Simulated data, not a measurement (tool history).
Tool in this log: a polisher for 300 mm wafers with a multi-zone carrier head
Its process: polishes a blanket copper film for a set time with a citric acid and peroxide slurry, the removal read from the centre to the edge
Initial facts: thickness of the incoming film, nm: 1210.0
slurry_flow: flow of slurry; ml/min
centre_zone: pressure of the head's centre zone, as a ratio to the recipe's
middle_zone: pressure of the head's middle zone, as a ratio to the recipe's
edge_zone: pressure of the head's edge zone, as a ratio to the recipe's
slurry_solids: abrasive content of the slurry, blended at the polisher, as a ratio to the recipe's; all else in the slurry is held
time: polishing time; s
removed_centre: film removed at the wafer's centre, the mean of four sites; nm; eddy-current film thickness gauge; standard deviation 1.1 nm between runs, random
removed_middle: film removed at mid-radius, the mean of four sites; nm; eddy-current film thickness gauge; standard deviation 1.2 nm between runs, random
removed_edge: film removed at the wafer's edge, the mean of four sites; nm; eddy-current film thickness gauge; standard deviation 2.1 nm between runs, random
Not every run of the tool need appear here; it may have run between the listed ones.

run	day	slurry_flow	centre_zone	middle_zone	edge_zone	slurry_solids	time	removed_centre	removed_middle	removed_edge
1	0	205	1	1	1	1	88	212.64	217.29	229.25
2	0.088	205	1	1	1.05	1	88	210.11	219.64	224.82
3	0.258	205	1.06	1	1.05	1	88	225.1	216.91	235.46
4	0.358	225	1.06	1	1.05	1	88	225.17	217.13	227.05
5	0.471	225	1.06	1	1.05	1	109	279.12	273.02	278.71
6	0.538	225	1.02	0.99	1.05	0.9	99	237.98	241.82	254.91

Estimate the outcome of run 7 from the log above:
7	0.725	230	1	0.99	1.05	0.85	89	?	?	?

removed_centre: 212.88 nm
removed_middle: 219.65 nm
removed_edge: 226.53 nm

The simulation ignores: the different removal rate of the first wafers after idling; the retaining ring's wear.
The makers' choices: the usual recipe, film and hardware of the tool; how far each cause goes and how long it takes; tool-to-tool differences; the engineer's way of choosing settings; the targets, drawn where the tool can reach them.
